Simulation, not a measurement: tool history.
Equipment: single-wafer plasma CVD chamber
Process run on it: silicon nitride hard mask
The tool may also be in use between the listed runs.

| run | hour | heater temperature setpoint (°C) | chamber pressure (mTorr) | RF power (W) | deposition time (s) | mean film thickness on the monitor wafer (Å) |
|---|---|---|---|---|---|---|
| 1 | 0 | 425 | 2030 | 300 | 16 | 189.77 |
| 2 | 0.9 | 425 | 2240 | 320 | 16 | 208.8 |
| 3 | 6.9 | 425 | 2410 | 325 | 16 | 215.67 |
| 4 | 9.2 | 425 | 2520 | 330 | 16 | 222.14 |
| 5 | 17.9 | 420 | 2520 | 330 | 16 | 222.33 |
| 6 | 24.5 | 424 | 2520 | 330 | 16 | 222.02 |
| 7 | 27.6 | 424 | 2600 | 335 | 16 | 227.28 |

Run 8 is up next; what results do you expect?
| 8 | 29.4 | 424 | 2660 | 335 | 16 | ? |

{"run 8": {"mean film thickness on the monitor wafer (Å)": 229.09}}
